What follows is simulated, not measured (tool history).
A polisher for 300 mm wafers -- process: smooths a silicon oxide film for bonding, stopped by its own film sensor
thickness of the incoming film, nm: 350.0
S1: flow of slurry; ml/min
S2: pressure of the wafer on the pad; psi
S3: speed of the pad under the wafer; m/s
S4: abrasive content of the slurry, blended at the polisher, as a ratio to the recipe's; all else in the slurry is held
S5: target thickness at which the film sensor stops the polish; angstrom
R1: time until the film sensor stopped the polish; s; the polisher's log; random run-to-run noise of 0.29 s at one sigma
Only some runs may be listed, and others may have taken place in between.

run  hour   S1   S2    S3   S4    S5      R1
  1   0.0  230  2.3  1.10  1.0  3200  38.396
  2   4.3  230  2.3  1.26  1.0  3200  34.310
  3  12.5  230  2.3  1.26  1.0  3200  34.400
  4  14.8  230  2.5  1.26  1.0  3200  31.491
  5  21.0  230  2.6  1.26  1.0  3200  30.459
  6  26.4  230  2.6  1.26  1.0  3240  25.735
  7  27.4  230  2.7  1.26  1.0  3240  25.393
  8  30.0  230  2.8  1.26  1.0  3240  24.274

Forecast run 9:
  9  35.5  230  2.9  1.26  1.0  3240   ?

{"run 9": {"R1": 24.173}}

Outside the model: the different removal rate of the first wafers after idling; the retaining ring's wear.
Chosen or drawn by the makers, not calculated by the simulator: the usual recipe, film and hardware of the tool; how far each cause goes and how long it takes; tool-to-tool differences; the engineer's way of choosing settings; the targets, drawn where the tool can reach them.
